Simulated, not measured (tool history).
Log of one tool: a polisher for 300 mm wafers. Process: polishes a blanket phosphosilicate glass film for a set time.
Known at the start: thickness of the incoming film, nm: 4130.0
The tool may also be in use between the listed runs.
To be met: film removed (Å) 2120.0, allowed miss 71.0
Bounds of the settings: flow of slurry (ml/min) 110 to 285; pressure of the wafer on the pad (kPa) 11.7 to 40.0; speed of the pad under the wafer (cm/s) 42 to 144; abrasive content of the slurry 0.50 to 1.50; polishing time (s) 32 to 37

run  hour  flow of slurry (ml/min)  pressure of the wafer on the pad (kPa)  speed of the pad under the wafer (cm/s)  abrasive content of the slurry  polishing time (s)  film removed (Å)
  1   0.0                      180                                    25.5                                       92                            1.00                  37            3465.8
  2   7.2                      180                                    25.5                                       92                            1.15                  37            3765.2
  3   9.1                      180                                    25.5                                      100                            1.15                  37            3955.6
  4  13.5                      180                                    23.4                                       98                            1.15                  37            3610.8
  5  16.6                      225                                    23.4                                       98                            1.15                  37            3790.1
  6  19.7                      220                                    21.4                                       96                            1.15                  37            3414.8
  7  22.8                      215                                    20.0                                       94                            1.15                  37            3083.6
  8  25.8                      210                                    18.6                                       94                            1.15                  37            2876.2
  9  27.0                      200                                    17.9                                       94                            1.15                  37            2797.5
 10  34.4                      195                                    17.2                                       94                            1.15                  37            2636.7
 11  38.6                      185                                    16.5                                       94                            1.15                  37            2530.1
 12  47.5                      180                                    15.9                                       94                            1.15                  37            2464.3

4 next moves are on the table. One of them brings every result within its allowed miss. Which?
  A  56.4                      130                                    15.2                                      126                            1.15                  35                 ?
  B  56.4                      160                                    17.9                                      102                            1.30                  32                 ?
  C  56.4                      250                                    17.2                                       84                            0.95                  37                 ?
  D  56.4                      180                                    16.5                                       88                            1.10                  34                 ?

move  film removed (Å)
   A            2575.5
   B            2567.1
   C            2256.8
   D            2128.7
A: further off than the last run
B: further off than the last run
C: nearer than the last run, and not there yet
D: meets every target
Answer: D
